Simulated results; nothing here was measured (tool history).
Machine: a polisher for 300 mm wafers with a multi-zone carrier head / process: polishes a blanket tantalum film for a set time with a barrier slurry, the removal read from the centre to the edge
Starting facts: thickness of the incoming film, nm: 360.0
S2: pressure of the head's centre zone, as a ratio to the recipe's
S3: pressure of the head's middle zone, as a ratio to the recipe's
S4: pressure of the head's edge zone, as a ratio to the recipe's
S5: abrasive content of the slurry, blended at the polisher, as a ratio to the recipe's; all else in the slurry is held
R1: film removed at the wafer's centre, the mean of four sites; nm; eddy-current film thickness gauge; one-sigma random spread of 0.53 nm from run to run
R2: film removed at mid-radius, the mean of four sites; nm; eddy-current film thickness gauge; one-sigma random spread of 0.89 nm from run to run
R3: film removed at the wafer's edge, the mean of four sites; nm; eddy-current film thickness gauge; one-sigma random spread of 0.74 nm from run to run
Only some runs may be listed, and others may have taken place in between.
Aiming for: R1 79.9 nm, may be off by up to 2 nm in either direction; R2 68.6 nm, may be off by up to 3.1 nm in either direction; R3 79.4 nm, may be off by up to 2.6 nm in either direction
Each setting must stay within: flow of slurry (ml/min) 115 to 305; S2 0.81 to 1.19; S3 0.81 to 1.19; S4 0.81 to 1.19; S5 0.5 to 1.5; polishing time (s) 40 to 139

{"run": 1, "hour": 0.0, "flow of slurry (ml/min)": 195, "S2": 1, "S3": 1, "S4": 1, "S5": 1, "polishing time (s)": 89, "R1": 93.985, "R2": 96.139, "R3": 97.45}
{"run": 2, "hour": 4.8, "flow of slurry (ml/min)": 190, "S2": 1, "S3": 0.97, "S4": 0.99, "S5": 0.95, "polishing time (s)": 89, "R1": 93.487, "R2": 92.029, "R3": 94.959}
{"run": 3, "hour": 9.2, "flow of slurry (ml/min)": 150, "S2": 1, "S3": 0.97, "S4": 0.99, "S5": 0.95, "polishing time (s)": 89, "R1": 88.887, "R2": 87.92, "R3": 92.8}
{"run": 4, "hour": 13.3, "flow of slurry (ml/min)": 145, "S2": 1, "S3": 0.95, "S4": 0.98, "S5": 0.9, "polishing time (s)": 89, "R1": 86.973, "R2": 84.498, "R3": 90.477}
{"run": 5, "hour": 20.5, "flow of slurry (ml/min)": 140, "S2": 1, "S3": 0.93, "S4": 0.97, "S5": 0.85, "polishing time (s)": 89, "R1": 85.319, "R2": 82.348, "R3": 87.591}
{"run": 6, "hour": 24.9, "flow of slurry (ml/min)": 135, "S2": 1, "S3": 0.91, "S4": 0.97, "S5": 0.8, "polishing time (s)": 89, "R1": 82.861, "R2": 77.367, "R3": 85.731}
{"run": 7, "hour": 27.1, "flow of slurry (ml/min)": 135, "S2": 1, "S3": 0.91, "S4": 0.97, "S5": 0.8, "polishing time (s)": 89, "R1": 82.898, "R2": 79.899, "R3": 84.836}
{"run": 8, "hour": 30.7, "flow of slurry (ml/min)": 130, "S2": 1.01, "S3": 0.89, "S4": 0.98, "S5": 0.8, "polishing time (s)": 89, "R1": 82.898, "R2": 75.312, "R3": 85.764}
{"run": 9, "hour": 34.7, "flow of slurry (ml/min)": 130, "S2": 1.01, "S3": 0.88, "S4": 0.97, "S5": 0.8, "polishing time (s)": 89, "R1": 82.877, "R2": 76.246, "R3": 84.602}
{"run": 10, "hour": 37.1, "flow of slurry (ml/min)": 130, "S2": 1.01, "S3": 0.87, "S4": 0.97, "S5": 0.8, "polishing time (s)": 89, "R1": 82.303, "R2": 76.222, "R3": 86.418}
{"run": 11, "hour": 40.9, "flow of slurry (ml/min)": 130, "S2": 1.02, "S3": 0.86, "S4": 0.97, "S5": 0.75, "polishing time (s)": 89, "R1": 82.097, "R2": 73.764, "R3": 82.56}
{"run": 12, "hour": 42.8, "flow of slurry (ml/min)": 130, "S2": 1.02, "S3": 0.85, "S4": 0.97, "S5": 0.75, "polishing time (s)": 89, "R1": 82.316, "R2": 73.267, "R3": 81.97}
{"run": 13, "hour": 45.0, "flow of slurry (ml/min)": 130, "S2": 1.02, "S3": 0.84, "S4": 0.97, "S5": 0.75, "polishing time (s)": 89, "R1": 81.2, "R2": 72.44, "R3": 83.2}
{"run": 14, "hour": 48.3, "flow of slurry (ml/min)": 130, "S2": 1.02, "S3": 0.84, "S4": 0.97, "S5": 0.75, "polishing time (s)": 89, "R1": 82.263, "R2": 74.117, "R3": 81.413}
{"run": 15, "hour": 51.5, "flow of slurry (ml/min)": 130, "S2": 1.02, "S3": 0.84, "S4": 0.98, "S5": 0.75, "polishing time (s)": 89, "R1": 82.799, "R2": 73.464, "R3": 84.553}

Which single option among these 5 for the next run brings every result within its allowed miss of target? Just one does.
{"run": "A", "hour": 54.7, "flow of slurry (ml/min)": 125, "S2": 1.03, "S3": 0.81, "S4": 0.93, "S5": 0.8, "polishing time (s)": 85, "R1": "?", "R2": "?", "R3": "?"}
{"run": "B", "hour": 54.7, "flow of slurry (ml/min)": 115, "S2": 1.1, "S3": 0.85, "S4": 1, "S5": 0.7, "polishing time (s)": 90, "R1": "?", "R2": "?", "R3": "?"}
{"run": "C", "hour": 54.7, "flow of slurry (ml/min)": 135, "S2": 1.1, "S3": 0.83, "S4": 0.93, "S5": 0.7, "polishing time (s)": 87, "R1": "?", "R2": "?", "R3": "?"}
{"run": "D", "hour": 54.7, "flow of slurry (ml/min)": 170, "S2": 1.03, "S3": 0.88, "S4": 0.96, "S5": 0.65, "polishing time (s)": 92, "R1": "?", "R2": "?", "R3": "?"}
{"run": "E", "hour": 54.7, "flow of slurry (ml/min)": 160, "S2": 1.04, "S3": 0.97, "S4": 0.86, "S5": 0.75, "polishing time (s)": 86, "R1": "?", "R2": "?", "R3": "?"}

move=A R1=80.116 R2=68.302 R3=79.8
move=B R1=84.985 R2=69.665 R3=82.551
move=C R1=85.082 R2=68.591 R3=78.81
move=D R1=85.611 R2=75.702 R3=84.608
move=E R1=84.191 R2=77.861 R3=78.522
A: in spec on every target
B: lands further from the targets than the last run did
C: corrects the largest miss of the last run, while another result sits out of spec
D: lands further from the targets than the last run did
E: corrects the largest miss of the last run, while another result sits out of spec
A is the move that brings every result within its allowed miss.
